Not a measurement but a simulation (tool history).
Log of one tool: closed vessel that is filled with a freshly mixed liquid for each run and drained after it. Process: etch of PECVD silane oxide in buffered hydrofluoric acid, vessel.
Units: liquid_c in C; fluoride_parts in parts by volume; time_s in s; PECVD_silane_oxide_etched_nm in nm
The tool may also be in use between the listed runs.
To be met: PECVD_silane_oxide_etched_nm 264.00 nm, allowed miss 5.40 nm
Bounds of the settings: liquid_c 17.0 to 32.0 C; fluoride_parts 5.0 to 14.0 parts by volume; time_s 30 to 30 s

{"run": 1, "day": 0.0, "liquid_c": 24.0, "fluoride_parts": 8.5, "time_s": 30, "PECVD_silane_oxide_etched_nm": 114.31}
{"run": 2, "day": 0.146, "liquid_c": 24.0, "fluoride_parts": 8.5, "time_s": 30, "PECVD_silane_oxide_etched_nm": 113.89}
{"run": 3, "day": 0.533, "liquid_c": 26.0, "fluoride_parts": 7.5, "time_s": 30, "PECVD_silane_oxide_etched_nm": 145.1}
{"run": 4, "day": 0.625, "liquid_c": 24.5, "fluoride_parts": 7.5, "time_s": 30, "PECVD_silane_oxide_etched_nm": 133.79}
{"run": 5, "day": 0.821, "liquid_c": 24.5, "fluoride_parts": 7.5, "time_s": 30, "PECVD_silane_oxide_etched_nm": 133.99}
{"run": 6, "day": 1.012, "liquid_c": 24.5, "fluoride_parts": 10.0, "time_s": 30, "PECVD_silane_oxide_etched_nm": 102.35}
{"run": 7, "day": 1.229, "liquid_c": 26.0, "fluoride_parts": 9.0, "time_s": 30, "PECVD_silane_oxide_etched_nm": 119.36}
{"run": 8, "day": 1.596, "liquid_c": 30.0, "fluoride_parts": 6.0, "time_s": 30, "PECVD_silane_oxide_etched_nm": 221.28}

Which of these 4 next moves meets every target?
{"run": "A", "day": 1.962, "liquid_c": 31.5, "fluoride_parts": 5.0, "time_s": 30, "PECVD_silane_oxide_etched_nm": "?"}
{"run": "B", "day": 1.962, "liquid_c": 30.5, "fluoride_parts": 5.0, "time_s": 30, "PECVD_silane_oxide_etched_nm": "?"}
{"run": "C", "day": 1.962, "liquid_c": 29.5, "fluoride_parts": 5.0, "time_s": 30, "PECVD_silane_oxide_etched_nm": "?"}
{"run": "D", "day": 1.962, "liquid_c": 30.0, "fluoride_parts": 6.5, "time_s": 30, "PECVD_silane_oxide_etched_nm": "?"}

move=A PECVD_silane_oxide_etched_nm=275.81
move=B PECVD_silane_oxide_etched_nm=261.85
move=C PECVD_silane_oxide_etched_nm=248.52
move=D PECVD_silane_oxide_etched_nm=204.11
A: takes the result that was furthest off past its target
B: meets every target
C: nearer than the last run, and not there yet
D: further off than the last run
Move B is the one to make.

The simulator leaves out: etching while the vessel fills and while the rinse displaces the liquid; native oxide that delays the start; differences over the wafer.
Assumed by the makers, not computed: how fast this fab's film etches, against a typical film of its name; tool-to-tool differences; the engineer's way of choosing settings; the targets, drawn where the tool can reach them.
